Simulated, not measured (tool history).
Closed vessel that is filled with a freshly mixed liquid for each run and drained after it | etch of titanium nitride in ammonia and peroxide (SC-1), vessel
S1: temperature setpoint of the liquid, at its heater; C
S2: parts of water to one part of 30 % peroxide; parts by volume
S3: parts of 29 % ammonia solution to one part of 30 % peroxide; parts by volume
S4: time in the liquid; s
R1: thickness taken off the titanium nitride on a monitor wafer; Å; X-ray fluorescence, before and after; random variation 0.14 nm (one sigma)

Run 1, day 0.000: S1 54.0 C, S2 9.5 parts by volume, S3 1.0 parts by volume, S4 105 s. Result: R1 170.58 Å.
Run 2, day 0.371: S1 54.5 C, S2 9.5 parts by volume, S3 1.0 parts by volume, S4 105 s. Result: R1 175.58 Å.
Run 3, day 0.479: S1 54.5 C, S2 9.5 parts by volume, S3 1.2 parts by volume, S4 105 s. Result: R1 180.97 Å.
Run 4, day 0.817: S1 54.5 C, S2 9.5 parts by volume, S3 1.2 parts by volume, S4 110 s. Result: R1 191.57 Å.
Run 5, day 0.879: S1 55.0 C, S2 9.5 parts by volume, S3 1.2 parts by volume, S4 110 s. Result: R1 197.70 Å.
Run 6, day 1.100: S1 55.0 C, S2 11.5 parts by volume, S3 1.2 parts by volume, S4 110 s. Result: R1 178.88 Å.
Run 7, day 1.225: S1 55.0 C, S2 11.5 parts by volume, S3 1.2 parts by volume, S4 110 s. Result: R1 179.14 Å.

Forecast run 8:
Run 8, day 1.388: S1 58.5 C, S2 11.5 parts by volume, S3 1.2 parts by volume, S4 110 s. Result: R1 ?.

Run 8 gave R1 226.40 Å.

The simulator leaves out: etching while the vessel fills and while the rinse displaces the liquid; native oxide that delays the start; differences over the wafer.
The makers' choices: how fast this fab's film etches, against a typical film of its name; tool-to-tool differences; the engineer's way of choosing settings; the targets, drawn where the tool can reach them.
